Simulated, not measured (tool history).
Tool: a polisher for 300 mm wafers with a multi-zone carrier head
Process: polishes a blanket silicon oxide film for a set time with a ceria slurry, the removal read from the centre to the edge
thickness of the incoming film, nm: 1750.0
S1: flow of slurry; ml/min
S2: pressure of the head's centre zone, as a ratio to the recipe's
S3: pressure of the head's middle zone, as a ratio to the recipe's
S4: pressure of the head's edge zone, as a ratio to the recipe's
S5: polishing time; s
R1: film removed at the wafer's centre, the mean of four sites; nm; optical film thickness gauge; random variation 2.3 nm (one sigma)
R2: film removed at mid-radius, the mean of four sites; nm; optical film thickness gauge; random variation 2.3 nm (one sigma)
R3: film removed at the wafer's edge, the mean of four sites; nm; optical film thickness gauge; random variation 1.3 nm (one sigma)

{"run": 1, "hour": 0.0, "S1": 250, "S2": 1, "S3": 1, "S4": 1, "S5": 47, "R1": 226.8, "R2": 238.36, "R3": 227.39}
{"run": 2, "hour": 8.5, "S1": 245, "S2": 0.96, "S3": 1.01, "S4": 0.97, "S5": 46, "R1": 214.32, "R2": 234.95, "R3": 218.58}
{"run": 3, "hour": 13.1, "S1": 245, "S2": 0.96, "S3": 1.01, "S4": 0.97, "S5": 37, "R1": 179.28, "R2": 187.41, "R3": 176.07}
{"run": 4, "hour": 21.8, "S1": 245, "S2": 0.96, "S3": 1.01, "S4": 0.92, "S5": 37, "R1": 174.36, "R2": 187.71, "R3": 173.33}
{"run": 5, "hour": 27.6, "S1": 245, "S2": 0.96, "S3": 1.06, "S4": 0.92, "S5": 37, "R1": 174.99, "R2": 195.7, "R3": 171.83}
{"run": 6, "hour": 30.6, "S1": 270, "S2": 0.96, "S3": 1.06, "S4": 0.92, "S5": 37, "R1": 175.84, "R2": 199.08, "R3": 175.32}

Run 7 comes next. What will it give?
{"run": 7, "hour": 33.3, "S1": 285, "S2": 0.93, "S3": 1.08, "S4": 0.94, "S5": 37, "R1": "?", "R2": "?", "R3": "?"}

{"run 7": {"R1": 170.24, "R2": 200.3, "R3": 174.05}}
